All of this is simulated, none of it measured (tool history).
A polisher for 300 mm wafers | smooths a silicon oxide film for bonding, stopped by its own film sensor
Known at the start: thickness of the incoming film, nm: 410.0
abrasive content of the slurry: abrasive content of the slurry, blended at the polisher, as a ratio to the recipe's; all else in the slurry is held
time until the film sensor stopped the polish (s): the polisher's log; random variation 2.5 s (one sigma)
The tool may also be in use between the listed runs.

run	hour	flow of slurry (ml/min)	pressure of the wafer on the pad (psi)	speed of the pad under the wafer (m/s)	abrasive content of the slurry	target thickness at which the film sensor stops the polish (angstrom)	time until the film sensor stopped the polish (s)
1	0	280	2.2	0.76	1	3440	87.884
2	7.4	325	2.2	0.76	1	3440	87.049
3	9.7	325	2	0.74	1	3440	96.482
4	17.1	325	2	0.74	1.15	3440	90.644
5	22	325	1.8	0.72	1.15	3440	102.31
6	24.9	325	1.8	0.6	1.15	3440	121.36
7	32.2	325	1.7	0.6	1.15	3440	127.18

Run 8 comes next. What will it give?
8	36.2	325	1.6	0.6	1.15	3440	?

Run 8 gave time until the film sensor stopped the polish (s) 134.85.
